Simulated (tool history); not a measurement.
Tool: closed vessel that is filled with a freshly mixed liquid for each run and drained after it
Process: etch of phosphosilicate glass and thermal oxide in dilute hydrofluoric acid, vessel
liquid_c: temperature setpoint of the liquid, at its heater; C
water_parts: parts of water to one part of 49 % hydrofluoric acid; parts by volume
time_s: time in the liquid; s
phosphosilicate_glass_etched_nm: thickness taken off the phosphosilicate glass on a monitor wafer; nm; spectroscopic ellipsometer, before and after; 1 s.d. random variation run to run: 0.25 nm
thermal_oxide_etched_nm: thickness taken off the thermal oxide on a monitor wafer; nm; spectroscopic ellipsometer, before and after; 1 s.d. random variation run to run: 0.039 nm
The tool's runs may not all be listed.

run  hour  liquid_c  water_parts  time_s  phosphosilicate_glass_etched_nm  thermal_oxide_etched_nm
  1     0        25          245      60                            40.64                  0.93098
  2   5.5        25          245      45                           30.674                  0.76285
  3   6.2      26.5          240      45                           33.072                  0.86077
  4  10.5        27          230      45                           35.204                  0.95975
  5  11.8        27          230      30                           23.671                   0.5833
  6  12.5        27          160      30                           36.942                  0.93705
  7  17.2      27.5          155      30                           39.036                   0.9974

Expected results for the next run?
  8  20.3        28          150      30                                ?                        ?

Run 8 produced phosphosilicate_glass_etched_nm 41.296 nm, thermal_oxide_etched_nm 1.0936 nm.

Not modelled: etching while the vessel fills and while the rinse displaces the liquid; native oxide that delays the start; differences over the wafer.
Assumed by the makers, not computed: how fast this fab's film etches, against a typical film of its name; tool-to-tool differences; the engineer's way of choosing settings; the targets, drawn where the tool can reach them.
